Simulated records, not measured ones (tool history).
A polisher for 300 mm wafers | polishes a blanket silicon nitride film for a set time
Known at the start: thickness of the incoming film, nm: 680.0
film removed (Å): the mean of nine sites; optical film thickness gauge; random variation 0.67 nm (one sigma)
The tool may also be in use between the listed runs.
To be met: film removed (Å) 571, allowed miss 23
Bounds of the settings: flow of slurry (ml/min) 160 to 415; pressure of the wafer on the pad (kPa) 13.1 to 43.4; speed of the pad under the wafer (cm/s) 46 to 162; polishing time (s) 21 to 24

run  hour  flow of slurry (ml/min)  pressure of the wafer on the pad (kPa)  speed of the pad under the wafer (cm/s)  polishing time (s)  film removed (Å)
  1     0                      265                                    28.3                                      104                  24            502.24
  2   6.4                      265                                    28.3                                       84                  24            418.98
  3   9.8                      265                                    28.3                                       84                  21            359.98
  4  10.8                      230                                    28.3                                       84                  21            362.53
  5  19.8                      230                                    30.3                                       84                  21            392.96
     27.5  -- head pressure recalibrated
  6  27.5                      230                                    30.3                                       84                  21            373.25
  7  34.1                      240                                    32.4                                       84                  21            395.01
  8    37                      240                                    33.8                                       86                  21            412.01
  9  41.5                      240                                    35.2                                       88                  21            448.16
 10  44.3                      240                                    36.5                                       88                  21            458.67
 11    46                      240                                    37.2                                       88                  21            465.98
 12  52.6                      240                                    37.9                                       88                  21            475.45
 13  55.9                      240                                    38.6                                       88                  21            482.57
 14  62.9                      240                                    39.3                                       88                  21            494.56
 15  69.5                      240                                      40                                       88                  21            504.88
 16  71.6                      240                                      40                                       88                  21            511.61

Which of these 4 next moves meets every target?
  A  73.7                      320                                    43.4                                       82                  24                 ?
  B  73.7                      235                                    39.3                                      106                  24                 ?
  C  73.7                      250                                      40                                      102                  23                 ?
  D  73.7                      220                                    39.3                                       88                  24                 ?

move  film removed (Å)
   A            607.75
   B            660.94
   C            627.88
   D            566.38
A: takes the result that was furthest off past its target
B: takes the result that was furthest off past its target
C: takes the result that was furthest off past its target
D: meets every target
Move D is the one to make.
